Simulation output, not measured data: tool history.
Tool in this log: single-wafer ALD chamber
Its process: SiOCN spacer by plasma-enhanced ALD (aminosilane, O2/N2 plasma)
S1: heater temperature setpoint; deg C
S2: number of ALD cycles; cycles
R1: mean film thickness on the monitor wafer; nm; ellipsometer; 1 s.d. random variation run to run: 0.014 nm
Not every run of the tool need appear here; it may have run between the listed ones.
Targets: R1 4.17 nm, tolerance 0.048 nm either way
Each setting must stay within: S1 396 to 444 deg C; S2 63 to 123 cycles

run,hour,S1,S2,R1
1,0,420,93,4.9542
2,1.6,423,92,4.9
3,8,423,101,5.359
4,14.5,425,98,5.1494
5,22.2,416,98,5.3224
6,30.1,416,87,4.7291
7,31.3,419,86,4.6241
8,40.1,422,85,4.5242
9,42,424,85,4.4797
10,43.9,424,85,4.5048
# hour 46.8: thermocouple changed; heater temperature recalibrated
11,46.8,426,85,4.4018

Exercise: of the 5 proposed moves below, exactly one satisfies all targets within the stated allowed misses. Which move is it?
A,49.7,429,79,?
B,49.7,423,82,?
C,49.7,426,84,?
D,49.7,434,80,?
E,49.7,430,82,?

move,R1
A,4.041
B,4.2868
C,4.3441
D,4.0171
E,4.1791
A: takes the biggest miss from the last run beyond its target
B: better than the last run, though not everything is in spec
C: better than the last run, though not everything is in spec
D: takes the biggest miss from the last run beyond its target
E: every result lands within tolerance
The move that meets every target is E.

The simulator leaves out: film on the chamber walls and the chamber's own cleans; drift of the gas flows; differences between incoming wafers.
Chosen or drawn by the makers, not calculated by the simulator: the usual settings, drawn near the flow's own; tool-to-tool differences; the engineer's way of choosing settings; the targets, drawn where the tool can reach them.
